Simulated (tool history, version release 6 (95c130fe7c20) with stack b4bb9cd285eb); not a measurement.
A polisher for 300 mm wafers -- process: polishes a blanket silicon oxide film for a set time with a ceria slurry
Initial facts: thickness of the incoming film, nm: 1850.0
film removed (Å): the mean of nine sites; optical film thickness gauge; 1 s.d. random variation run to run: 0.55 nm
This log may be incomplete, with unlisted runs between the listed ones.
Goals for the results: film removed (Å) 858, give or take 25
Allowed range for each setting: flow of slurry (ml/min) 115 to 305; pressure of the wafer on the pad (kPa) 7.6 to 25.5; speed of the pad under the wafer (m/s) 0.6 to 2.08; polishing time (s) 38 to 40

run	hour	flow of slurry (ml/min)	pressure of the wafer on the pad (kPa)	speed of the pad under the wafer (m/s)	polishing time (s)	film removed (Å)
1	0	195	16.5	1.34	38	1420
2	8.1	190	15.2	1.34	38	1295.5
3	15.6	190	15.2	1.34	40	1385.4
4	20.8	185	13.8	1.34	40	1242.3
5	26.8	180	13.1	1.34	40	1188.1
6	35.1	175	12.4	1.34	40	1120.6
7	35.9	170	11.7	1.34	40	1048.2
8	41.9	165	11	1.34	40	988.6
9	50.4	160	11	1.34	40	987.88
10	55	155	11	1.34	40	974.1

Of the 5 settings listed for the next run, only one would bring every result within its allowed miss of target. Which one?
A	59.6	185	10.3	1.3	40	?
B	59.6	150	10.3	1.34	40	?
C	59.6	145	9.7	1.32	40	?
D	59.6	145	9	1.8	40	?
E	59.6	190	12.4	1.4	38	?

move	film removed (Å)
A	927.6
B	917.93
C	847.3
D	966.68
E	1102.3
A: better than the last run, though not everything is in spec
B: better than the last run, though not everything is in spec
C: every result lands within tolerance
D: better than the last run, though not everything is in spec
E: the biggest miss grows against the last run
The right move is C.

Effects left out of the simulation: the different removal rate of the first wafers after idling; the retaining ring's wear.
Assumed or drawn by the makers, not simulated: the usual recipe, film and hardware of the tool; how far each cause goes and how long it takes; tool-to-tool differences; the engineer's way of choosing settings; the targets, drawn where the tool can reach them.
